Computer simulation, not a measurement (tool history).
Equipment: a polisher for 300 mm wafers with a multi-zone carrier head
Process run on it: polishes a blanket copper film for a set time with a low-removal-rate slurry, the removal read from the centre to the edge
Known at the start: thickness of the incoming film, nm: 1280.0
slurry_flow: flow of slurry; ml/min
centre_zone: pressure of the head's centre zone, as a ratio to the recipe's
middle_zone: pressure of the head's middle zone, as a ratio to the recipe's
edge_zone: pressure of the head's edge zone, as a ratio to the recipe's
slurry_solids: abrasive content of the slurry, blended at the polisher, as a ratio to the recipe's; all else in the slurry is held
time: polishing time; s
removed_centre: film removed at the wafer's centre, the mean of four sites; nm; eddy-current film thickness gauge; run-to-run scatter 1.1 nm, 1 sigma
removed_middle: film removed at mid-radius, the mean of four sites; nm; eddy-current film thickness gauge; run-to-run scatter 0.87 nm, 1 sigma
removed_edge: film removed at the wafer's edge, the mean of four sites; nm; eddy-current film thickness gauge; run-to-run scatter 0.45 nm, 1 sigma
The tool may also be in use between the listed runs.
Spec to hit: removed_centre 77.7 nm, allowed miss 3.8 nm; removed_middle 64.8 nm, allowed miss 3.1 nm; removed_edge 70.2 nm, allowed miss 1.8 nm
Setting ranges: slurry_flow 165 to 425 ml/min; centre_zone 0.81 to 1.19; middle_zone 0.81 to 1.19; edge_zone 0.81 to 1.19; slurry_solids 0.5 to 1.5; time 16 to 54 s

{"run": 1, "hour": 0.0, "slurry_flow": 275, "centre_zone": 1, "middle_zone": 1, "edge_zone": 1, "slurry_solids": 1, "time": 35, "removed_centre": 109.69, "removed_middle": 108.37, "removed_edge": 106.43}
{"run": 2, "hour": 6.0, "slurry_flow": 275, "centre_zone": 1, "middle_zone": 1, "edge_zone": 1, "slurry_solids": 1, "time": 41, "removed_centre": 126.7, "removed_middle": 122.98, "removed_edge": 126.1}
{"run": 3, "hour": 14.0, "slurry_flow": 270, "centre_zone": 1, "middle_zone": 0.98, "edge_zone": 0.99, "slurry_solids": 0.95, "time": 39, "removed_centre": 120, "removed_middle": 117.12, "removed_edge": 117.25}
{"run": 4, "hour": 15.8, "slurry_flow": 270, "centre_zone": 1, "middle_zone": 0.93, "edge_zone": 0.99, "slurry_solids": 0.95, "time": 39, "removed_centre": 120.03, "removed_middle": 112.17, "removed_edge": 117.37}
{"run": 5, "hour": 23.8, "slurry_flow": 265, "centre_zone": 1.01, "middle_zone": 0.92, "edge_zone": 1, "slurry_solids": 0.9, "time": 37, "removed_centre": 110.93, "removed_middle": 102.23, "removed_edge": 110.72}
{"run": 6, "hour": 28.3, "slurry_flow": 265, "centre_zone": 0.94, "middle_zone": 0.92, "edge_zone": 1, "slurry_solids": 0.9, "time": 37, "removed_centre": 105.85, "removed_middle": 105.06, "removed_edge": 111.02}
{"run": 7, "hour": 33.7, "slurry_flow": 265, "centre_zone": 0.95, "middle_zone": 0.91, "edge_zone": 0.99, "slurry_solids": 0.85, "time": 36, "removed_centre": 103.88, "removed_middle": 98.702, "removed_edge": 105.56}
{"run": 8, "hour": 34.7, "slurry_flow": 250, "centre_zone": 0.94, "middle_zone": 0.84, "edge_zone": 0.89, "slurry_solids": 0.6, "time": 26, "removed_centre": 68.998, "removed_middle": 60.804, "removed_edge": 67.948}
{"run": 9, "hour": 40.7, "slurry_flow": 255, "centre_zone": 0.95, "middle_zone": 0.84, "edge_zone": 0.89, "slurry_solids": 0.6, "time": 26, "removed_centre": 68.39, "removed_middle": 63.73, "removed_edge": 68.041}
{"run": 10, "hour": 46.9, "slurry_flow": 255, "centre_zone": 0.97, "middle_zone": 0.84, "edge_zone": 0.9, "slurry_solids": 0.6, "time": 26, "removed_centre": 70.579, "removed_middle": 61.706, "removed_edge": 68.036}
{"run": 11, "hour": 55.3, "slurry_flow": 260, "centre_zone": 0.98, "middle_zone": 0.84, "edge_zone": 0.9, "slurry_solids": 0.6, "time": 26, "removed_centre": 71.768, "removed_middle": 63.157, "removed_edge": 68.16}
{"run": 12, "hour": 60.1, "slurry_flow": 260, "centre_zone": 0.99, "middle_zone": 0.84, "edge_zone": 0.9, "slurry_solids": 0.6, "time": 26, "removed_centre": 72.685, "removed_middle": 63.518, "removed_edge": 67.3}
{"run": 13, "hour": 64.7, "slurry_flow": 260, "centre_zone": 0.99, "middle_zone": 0.84, "edge_zone": 0.91, "slurry_solids": 0.6, "time": 26, "removed_centre": 73.032, "removed_middle": 62.74, "removed_edge": 69.316}
{"run": 14, "hour": 70.7, "slurry_flow": 265, "centre_zone": 1, "middle_zone": 0.84, "edge_zone": 0.91, "slurry_solids": 0.6, "time": 26, "removed_centre": 72.741, "removed_middle": 63.061, "removed_edge": 68.874}

Below are 5 possible settings for the next run. Only one of them brings all results inside the allowed miss of their targets. Which is it?
{"run": "A", "hour": 76.7, "slurry_flow": 260, "centre_zone": 0.93, "middle_zone": 0.83, "edge_zone": 0.94, "slurry_solids": 0.7, "time": 26, "removed_centre": "?", "removed_middle": "?", "removed_edge": "?"}
{"run": "B", "hour": 76.7, "slurry_flow": 245, "centre_zone": 1.11, "middle_zone": 0.87, "edge_zone": 0.82, "slurry_solids": 0.6, "time": 26, "removed_centre": "?", "removed_middle": "?", "removed_edge": "?"}
{"run": "C", "hour": 76.7, "slurry_flow": 270, "centre_zone": 0.9, "middle_zone": 0.93, "edge_zone": 0.9, "slurry_solids": 0.5, "time": 26, "removed_centre": "?", "removed_middle": "?", "removed_edge": "?"}
{"run": "D", "hour": 76.7, "slurry_flow": 240, "centre_zone": 1, "middle_zone": 0.81, "edge_zone": 0.81, "slurry_solids": 0.5, "time": 29, "removed_centre": "?", "removed_middle": "?", "removed_edge": "?"}
{"run": "E", "hour": 76.7, "slurry_flow": 380, "centre_zone": 0.97, "middle_zone": 0.82, "edge_zone": 1.12, "slurry_solids": 0.8, "time": 23, "removed_centre": "?", "removed_middle": "?", "removed_edge": "?"}

move=A removed_centre=69.32 removed_middle=63.033 removed_edge=71.986
move=B removed_centre=78.77 removed_middle=63.092 removed_edge=65.405
move=C removed_centre=63.582 removed_middle=65.073 removed_edge=66.464
move=D removed_centre=76.986 removed_middle=64.325 removed_edge=70.162
move=E removed_centre=67.851 removed_middle=58.583 removed_edge=73.047
A: further off than the last run
B: the furthest-off result lands on target, but another misses its tolerance
C: further off than the last run
D: each result inside its tolerance
E: further off than the last run
So the answer is move D, the one that meets all the targets.
